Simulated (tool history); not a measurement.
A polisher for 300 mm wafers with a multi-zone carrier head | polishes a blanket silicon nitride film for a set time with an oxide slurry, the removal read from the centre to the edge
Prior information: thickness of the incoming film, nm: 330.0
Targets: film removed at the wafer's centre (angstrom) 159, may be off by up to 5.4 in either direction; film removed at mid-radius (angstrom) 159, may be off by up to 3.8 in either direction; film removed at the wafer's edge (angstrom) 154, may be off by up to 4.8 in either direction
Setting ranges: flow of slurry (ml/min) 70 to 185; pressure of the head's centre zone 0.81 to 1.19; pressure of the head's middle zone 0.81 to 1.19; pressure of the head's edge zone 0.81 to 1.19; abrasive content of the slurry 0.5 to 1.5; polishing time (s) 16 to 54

run  hour  flow of slurry (ml/min)  pressure of the head's centre zone  pressure of the head's middle zone  pressure of the head's edge zone  abrasive content of the slurry  polishing time (s)  film removed at the wafer's centre (angstrom)  film removed at mid-radius (angstrom)  film removed at the wafer's edge (angstrom)
  1     0                      120                                   1                                   1                                 1                               1                  35                                         230.26                                 226.12                                        217.2
  2   2.4                      135                                   1                                   1                                 1                               1                  35                                         239.48                                 233.49                                       226.51
  3    11                      125                                0.99                                0.98                              0.98                            0.95                  35                                         226.76                                 216.06                                       215.68
  4  17.3                      125                                0.99                                0.91                              0.98                            0.95                  35                                         223.52                                 210.46                                        213.2
  5  25.2                      120                                0.98                                0.92                              0.96                             0.9                  35                                         217.23                                 201.22                                       199.52
  6  30.9                      120                                1.06                                0.92                              0.96                             0.9                  35                                         236.25                                 200.51                                       202.61
  7  37.9                      115                                1.03                                0.91                              0.94                            0.85                  35                                         215.57                                 191.62                                       192.85
  8  44.9                      110                                1.01                                 0.9                              0.92                            0.85                  35                                         203.09                                 185.38                                       189.94
       46  -- worn pad replaced by a new one
  9    46                      110                                1.01                                0.91                               0.9                             0.8                  35                                         221.31                                 198.97                                       200.15
 10  51.9                      110                                   1                                0.92                              0.92                            0.75                  34                                         202.55                                  187.5                                       188.15
 11  56.7                      105                                0.99                                0.92                               0.9                             0.7                  33                                         182.92                                 169.82                                       169.39

5 next moves are on the table. One of them brings every result within its allowed miss. Which?
  A  61.5                      100                                0.86                                0.94                              0.88                            0.75                  29                                              ?                                      ?                                            ?
  B  61.5                       85                                0.85                                0.87                              0.89                             0.7                  37                                              ?                                      ?                                            ?
  C  61.5                       75                                0.82                                0.91                              1.01                             0.8                  36                                              ?                                      ?                                            ?
  D  61.5                      120                                0.95                                0.97                              0.95                             0.9                  24                                              ?                                      ?                                            ?
  E  61.5                      110                                0.92                                1.03                              0.86                            0.65                  32                                              ?                                      ?                                            ?

move  film removed at the wafer's centre (angstrom)  film removed at mid-radius (angstrom)  film removed at the wafer's edge (angstrom)
   A                                          145.1                                 157.48                                       152.71
   B                                         162.78                                 171.09                                       179.52
   C                                         157.69                                 178.84                                       196.72
   D                                         158.69                                 157.93                                       152.68
   E                                         159.36                                 171.54                                       152.75
A: takes the biggest miss from the last run beyond its target
B: puts the biggest miss on target and leaves a different result outside tolerance
C: puts the biggest miss on target and leaves a different result outside tolerance
D: all results in spec
E: puts the biggest miss on target and leaves a different result outside tolerance
Correct choice: D, which meets every target

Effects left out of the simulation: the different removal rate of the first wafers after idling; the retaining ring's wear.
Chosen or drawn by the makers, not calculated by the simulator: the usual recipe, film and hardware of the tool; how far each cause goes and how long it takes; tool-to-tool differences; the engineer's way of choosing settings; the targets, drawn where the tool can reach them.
